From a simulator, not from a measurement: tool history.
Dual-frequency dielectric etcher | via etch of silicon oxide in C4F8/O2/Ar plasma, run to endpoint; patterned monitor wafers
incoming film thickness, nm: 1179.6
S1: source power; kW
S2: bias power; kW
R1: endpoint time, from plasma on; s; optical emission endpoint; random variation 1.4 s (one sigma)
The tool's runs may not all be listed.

Run 1, hour 0.0: S1 1.510 kW, S2 2.628 kW. Result: R1 238.44 s.
Run 2, hour 7.8: S1 1.510 kW, S2 2.959 kW. Result: R1 229.57 s.
Run 3, hour 8.4: S1 1.430 kW, S2 2.883 kW. Result: R1 235.14 s.
Run 4, hour 9.3: S1 1.200 kW, S2 2.883 kW. Result: R1 247.84 s.
Run 5, hour 15.9: S1 1.160 kW, S2 2.802 kW. Result: R1 250.59 s.
Run 6, hour 22.5: S1 1.120 kW, S2 2.708 kW. Result: R1 254.25 s.
Run 7, hour 28.4: S1 1.120 kW, S2 2.708 kW. Result: R1 254.46 s.
Run 8, hour 37.0: S1 1.090 kW, S2 2.610 kW. Result: R1 258.02 s.
Run 9, hour 41.1: S1 1.060 kW, S2 2.518 kW. Result: R1 262.73 s.

Run 10 comes next. What will it give?
Run 10, hour 42.1: S1 1.040 kW, S2 2.455 kW. Result: R1 ?.

{"run 10": {"R1": 264.83}}
